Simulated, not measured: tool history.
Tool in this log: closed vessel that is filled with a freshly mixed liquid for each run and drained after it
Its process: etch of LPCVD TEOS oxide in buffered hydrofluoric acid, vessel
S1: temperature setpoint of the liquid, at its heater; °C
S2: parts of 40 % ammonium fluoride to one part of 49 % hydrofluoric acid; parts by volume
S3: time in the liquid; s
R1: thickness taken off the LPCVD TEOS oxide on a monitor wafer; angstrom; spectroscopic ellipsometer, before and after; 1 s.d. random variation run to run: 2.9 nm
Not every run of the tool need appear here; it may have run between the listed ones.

{"run": 1, "hour": 0.0, "S1": 23.0, "S2": 10.5, "S3": 90, "R1": 2400.5}
{"run": 2, "hour": 6.5, "S1": 25.0, "S2": 9.0, "S3": 90, "R1": 3009.6}
{"run": 3, "hour": 11.1, "S1": 25.0, "S2": 10.5, "S3": 90, "R1": 2671.9}
{"run": 4, "hour": 14.6, "S1": 27.5, "S2": 10.5, "S3": 90, "R1": 3056.1}
{"run": 5, "hour": 18.6, "S1": 27.5, "S2": 8.5, "S3": 90, "R1": 3618.9}
{"run": 6, "hour": 24.2, "S1": 28.5, "S2": 7.5, "S3": 90, "R1": 4374.6}
{"run": 7, "hour": 32.7, "S1": 29.0, "S2": 7.0, "S3": 90, "R1": 4859.4}

Run 8 comes next. What will it give?
{"run": 8, "hour": 41.0, "S1": 29.5, "S2": 7.0, "S3": 90, "R1": "?"}

Run 8 produced R1 4994.9 angstrom.
